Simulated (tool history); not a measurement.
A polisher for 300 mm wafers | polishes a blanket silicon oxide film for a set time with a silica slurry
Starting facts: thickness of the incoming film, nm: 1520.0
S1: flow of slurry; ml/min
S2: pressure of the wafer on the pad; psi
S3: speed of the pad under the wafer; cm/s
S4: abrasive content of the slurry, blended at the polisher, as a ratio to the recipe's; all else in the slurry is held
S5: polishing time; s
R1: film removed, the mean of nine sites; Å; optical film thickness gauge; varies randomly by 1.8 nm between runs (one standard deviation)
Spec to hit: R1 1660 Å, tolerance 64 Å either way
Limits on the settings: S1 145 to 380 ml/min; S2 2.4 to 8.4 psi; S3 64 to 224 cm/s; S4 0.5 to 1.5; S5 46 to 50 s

{"run": 1, "hour": 0.0, "S1": 245, "S2": 5.4, "S3": 144, "S4": 1, "S5": 50, "R1": 2480.9}
{"run": 2, "hour": 4.4, "S1": 290, "S2": 5.4, "S3": 144, "S4": 1, "S5": 50, "R1": 2577.1}
{"run": 3, "hour": 9.0, "S1": 290, "S2": 5.4, "S3": 130, "S4": 1, "S5": 50, "R1": 2359.9}
{"run": 4, "hour": 16.8, "S1": 315, "S2": 5.4, "S3": 130, "S4": 1, "S5": 50, "R1": 2417.5}
{"run": 5, "hour": 19.2, "S1": 315, "S2": 5.4, "S3": 166, "S4": 1, "S5": 50, "R1": 2923.4}
{"run": 6, "hour": 28.1, "S1": 275, "S2": 5.4, "S3": 166, "S4": 1, "S5": 50, "R1": 2796.2}
{"run": 7, "hour": 33.5, "S1": 275, "S2": 5.4, "S3": 166, "S4": 1, "S5": 50, "R1": 2806.1}
{"run": 8, "hour": 36.7, "S1": 275, "S2": 3.9, "S3": 160, "S4": 1, "S5": 50, "R1": 2023.9}
{"run": 9, "hour": 37.9, "S1": 265, "S2": 3.6, "S3": 160, "S4": 1, "S5": 50, "R1": 1862.8}
{"run": 10, "hour": 40.7, "S1": 255, "S2": 3.5, "S3": 160, "S4": 1, "S5": 50, "R1": 1813.3}
{"run": 11, "hour": 41.8, "S1": 250, "S2": 3, "S3": 160, "S4": 1, "S5": 50, "R1": 1580.2}
{"run": 12, "hour": 45.5, "S1": 255, "S2": 3, "S3": 160, "S4": 1, "S5": 50, "R1": 1567.9}

4 next moves are on the table. One of them brings every result within its allowed miss. Which?
{"run": "A", "hour": 49.2, "S1": 145, "S2": 2.6, "S3": 204, "S4": 1, "S5": 48, "R1": "?"}
{"run": "B", "hour": 49.2, "S1": 280, "S2": 2.9, "S3": 158, "S4": 0.95, "S5": 50, "R1": "?"}
{"run": "C", "hour": 49.2, "S1": 235, "S2": 3, "S3": 150, "S4": 1.45, "S5": 46, "R1": "?"}
{"run": "D", "hour": 49.2, "S1": 220, "S2": 3, "S3": 188, "S4": 1, "S5": 47, "R1": "?"}

move=A R1=1483.2
move=B R1=1489.2
move=C R1=1528.9
move=D R1=1648.2
A: lands further from the targets than the last run did
B: lands further from the targets than the last run did
C: lands further from the targets than the last run did
D: each result inside its tolerance
So the answer is move D, the one that meets all the targets.
